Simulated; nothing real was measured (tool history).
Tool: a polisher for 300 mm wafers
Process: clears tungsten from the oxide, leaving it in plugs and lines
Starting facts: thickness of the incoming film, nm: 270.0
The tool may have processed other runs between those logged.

run,hour,flow of slurry (ml/min),pressure of the wafer on the pad (kPa),speed of the pad under the wafer (cm/s),abrasive content of the slurry,overpolish time after the end point (s),time until the end point was called (s)
1,0,290,24.1,138,1,19,38.643
2,6,290,25.5,138,1,19,37.385
3,14.2,325,25.5,138,1,19,36.784
4,20.6,350,25.5,138,1,19,36.704
5,25.7,350,25.5,138,1,20,36.486
6,32.5,350,26.9,138,1,20,34.906
7,37.5,350,28.3,138,1,20,32.739
8,38.4,350,29,138,1,20,32.134
9,39.6,350,29.6,138,1,20,31.389
10,40.8,350,30.3,138,1,20,30.574

Predict the results of run 11:
11,48.9,350,31,138,1,20,?

{"run 11": {"time until the end point was called (s)": 30.216}}
